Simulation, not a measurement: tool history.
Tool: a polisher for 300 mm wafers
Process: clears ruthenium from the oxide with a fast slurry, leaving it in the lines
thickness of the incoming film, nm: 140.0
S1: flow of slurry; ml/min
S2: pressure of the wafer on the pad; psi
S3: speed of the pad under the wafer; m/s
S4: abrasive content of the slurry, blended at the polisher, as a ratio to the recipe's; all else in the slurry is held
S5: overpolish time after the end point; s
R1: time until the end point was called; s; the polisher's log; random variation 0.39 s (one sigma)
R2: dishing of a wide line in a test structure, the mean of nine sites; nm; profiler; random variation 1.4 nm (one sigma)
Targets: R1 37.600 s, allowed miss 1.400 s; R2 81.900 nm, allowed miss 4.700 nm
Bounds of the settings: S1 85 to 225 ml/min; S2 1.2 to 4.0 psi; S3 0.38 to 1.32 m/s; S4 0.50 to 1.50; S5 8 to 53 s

| run | hour | S1 | S2 | S3 | S4 | S5 | R1 | R2 |
|---|---|---|---|---|---|---|---|---|
| 1 | 0.0 | 145 | 2.6 | 0.84 | 1.00 | 27 | 54.459 | 51.159 |
| 2 | 3.3 | 175 | 2.6 | 0.84 | 1.00 | 27 | 52.181 | 53.906 |
| 3 | 8.2 | 175 | 2.6 | 0.94 | 1.00 | 27 | 47.097 | 56.935 |
| 4 | 9.9 | 175 | 2.6 | 0.94 | 1.00 | 16 | 47.398 | 37.181 |
| 5 | 14.2 | 175 | 2.6 | 0.94 | 0.90 | 16 | 50.126 | 33.119 |
| 6 | 20.7 | 170 | 2.7 | 0.94 | 0.95 | 18 | 45.857 | 39.801 |
| 7 | 24.4 | 170 | 2.7 | 0.94 | 1.00 | 20 | 45.022 | 46.174 |
| 8 | 28.4 | 165 | 2.8 | 0.94 | 1.05 | 21 | 43.006 | 49.462 |
| 9 | 36.1 | 165 | 2.8 | 0.94 | 1.05 | 21 | 42.924 | 49.015 |
| 10 | 41.2 | 160 | 2.8 | 0.94 | 1.10 | 23 | 42.148 | 55.409 |

Which of these 5 next moves meets every target?
| A | 46.3 | 160 | 3.2 | 0.96 | 1.20 | 38 | ? | ? |
| B | 46.3 | 125 | 3.0 | 0.94 | 1.35 | 38 | ? | ? |
| C | 46.3 | 160 | 3.1 | 0.96 | 1.25 | 38 | ? | ? |
| D | 46.3 | 130 | 2.6 | 1.16 | 1.20 | 40 | ? | ? |
| E | 46.3 | 200 | 2.3 | 1.10 | 1.45 | 33 | ? | ? |

| move | R1 | R2 |
|---|---|---|
| A | 35.112 | 97.078 |
| B | 38.038 | 91.292 |
| C | 35.558 | 96.150 |
| D | 37.783 | 95.463 |
| E | 38.198 | 81.393 |
A: takes the result that was furthest off past its target
B: takes the result that was furthest off past its target
C: takes the result that was furthest off past its target
D: takes the result that was furthest off past its target
E: meets every target
The right move is E.

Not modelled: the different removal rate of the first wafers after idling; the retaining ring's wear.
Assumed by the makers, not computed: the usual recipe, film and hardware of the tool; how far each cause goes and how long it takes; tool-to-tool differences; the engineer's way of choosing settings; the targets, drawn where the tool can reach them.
